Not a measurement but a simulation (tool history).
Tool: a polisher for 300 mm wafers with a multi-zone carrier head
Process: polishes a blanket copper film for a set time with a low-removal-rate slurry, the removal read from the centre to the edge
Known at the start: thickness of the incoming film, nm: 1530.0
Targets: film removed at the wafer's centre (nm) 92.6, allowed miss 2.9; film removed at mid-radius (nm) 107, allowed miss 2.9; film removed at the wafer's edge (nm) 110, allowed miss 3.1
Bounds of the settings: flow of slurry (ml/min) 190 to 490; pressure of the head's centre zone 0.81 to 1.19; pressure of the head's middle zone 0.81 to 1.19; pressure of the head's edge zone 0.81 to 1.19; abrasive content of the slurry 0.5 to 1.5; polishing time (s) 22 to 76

run	hour	flow of slurry (ml/min)	pressure of the head's centre zone	pressure of the head's middle zone	pressure of the head's edge zone	abrasive content of the slurry	polishing time (s)	film removed at the wafer's centre (nm)	film removed at mid-radius (nm)	film removed at the wafer's edge (nm)
1	0	315	1	1	1	1	49	151.61	157.58	154.48
2	7.7	300	0.94	0.97	0.97	0.85	46	127.49	138.09	140.04
3	13.6	295	0.91	0.96	0.94	0.75	44	116.23	128.08	129.4
4	19	290	0.88	0.94	0.91	0.65	43	108.42	119.86	120.14
5	24.7	280	0.86	0.93	0.91	0.6	42	101.42	113.98	116.79
# hour 32.1: centre zone pressure recalibrated
6	32.1	280	0.86	0.93	0.91	0.6	49	127.16	134.63	135.29
7	35.4	280	0.85	0.93	0.91	0.55	46	116.97	125.11	125.53
8	40.3	275	0.84	0.92	0.89	0.6	44	110.04	119.24	117.77
9	41.3	280	0.84	0.93	0.9	0.55	42	105.07	113.47	114.57
10	43.2	265	0.83	0.93	0.91	0.6	41	102.48	112.41	111.18
11	50.2	305	0.83	0.93	0.9	0.55	40	101.29	108.48	110.1

4 next moves are on the table. One of them brings every result within its allowed miss. Which?
A	57.2	370	0.83	0.94	0.81	0.55	40	?	?	?
B	57.2	205	0.84	0.99	1.06	0.8	37	?	?	?
C	57.2	200	0.83	1.08	0.92	0.7	38	?	?	?
D	57.2	200	0.81	1.03	0.82	0.6	40	?	?	?

move	film removed at the wafer's centre (nm)	film removed at mid-radius (nm)	film removed at the wafer's edge (nm)
A	101.66	112.4	104.14
B	92.776	106.7	109.17
C	91.919	115.08	102.15
D	92.46	113.77	99.865
A: as far off as the last run
B: meets every target
C: brings the result that was furthest off to its target, and leaves another outside
D: brings the result that was furthest off to its target, and leaves another outside
Answer: B
